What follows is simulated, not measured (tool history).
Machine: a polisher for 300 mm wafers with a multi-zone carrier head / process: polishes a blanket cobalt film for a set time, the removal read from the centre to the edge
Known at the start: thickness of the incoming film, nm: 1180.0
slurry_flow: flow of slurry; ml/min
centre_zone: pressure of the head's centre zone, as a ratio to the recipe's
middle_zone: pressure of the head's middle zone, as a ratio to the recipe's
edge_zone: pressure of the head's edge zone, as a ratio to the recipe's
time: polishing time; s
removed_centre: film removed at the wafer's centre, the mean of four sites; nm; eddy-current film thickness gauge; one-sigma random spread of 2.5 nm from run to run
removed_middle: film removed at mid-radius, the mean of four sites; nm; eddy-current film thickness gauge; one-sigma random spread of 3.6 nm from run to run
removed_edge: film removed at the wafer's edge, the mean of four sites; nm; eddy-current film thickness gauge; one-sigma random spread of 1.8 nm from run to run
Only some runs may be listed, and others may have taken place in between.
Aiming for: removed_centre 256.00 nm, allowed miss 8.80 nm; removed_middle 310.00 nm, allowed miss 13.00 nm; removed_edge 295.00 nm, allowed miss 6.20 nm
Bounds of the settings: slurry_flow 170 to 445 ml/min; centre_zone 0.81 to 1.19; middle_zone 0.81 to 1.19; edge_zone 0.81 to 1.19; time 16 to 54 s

run	hour	slurry_flow	centre_zone	middle_zone	edge_zone	time	removed_centre	removed_middle	removed_edge
1	0.0	285	1.00	1.00	1.00	35	215.44	214.71	214.14
2	2.3	285	1.00	1.06	1.00	35	217.61	217.99	213.21
3	5.1	285	0.95	1.06	1.00	35	205.69	219.54	215.21
4	13.0	290	0.94	1.07	1.01	36	211.84	230.64	220.89
5	17.4	290	0.94	1.07	1.01	41	241.23	263.32	250.68
6	25.1	295	0.93	1.08	1.02	41	238.59	269.68	253.25
7	33.0	300	0.93	1.08	1.04	41	233.83	260.75	253.48
8	34.4	305	0.91	1.18	1.11	47	266.44	324.42	294.13

Which of these 5 next moves meets every target?
A	35.8	265	0.87	1.11	1.19	48	?	?	?
B	35.8	345	0.91	1.03	1.17	45	?	?	?
C	35.8	385	0.88	1.11	1.11	46	?	?	?
D	35.8	340	0.87	1.19	1.08	47	?	?	?
E	35.8	245	0.88	1.15	1.09	50	?	?	?

move	removed_centre	removed_middle	removed_edge
A	258.90	318.36	310.63
B	259.21	288.96	293.97
C	258.67	313.66	295.84
D	259.03	333.98	296.92
E	270.81	337.88	311.01
A: puts the biggest miss on target and leaves a different result outside tolerance
B: puts the biggest miss on target and leaves a different result outside tolerance
C: hits every target within its allowed miss
D: puts the biggest miss on target and leaves a different result outside tolerance
E: the biggest miss grows against the last run
So the answer is move C, the one that meets all the targets.
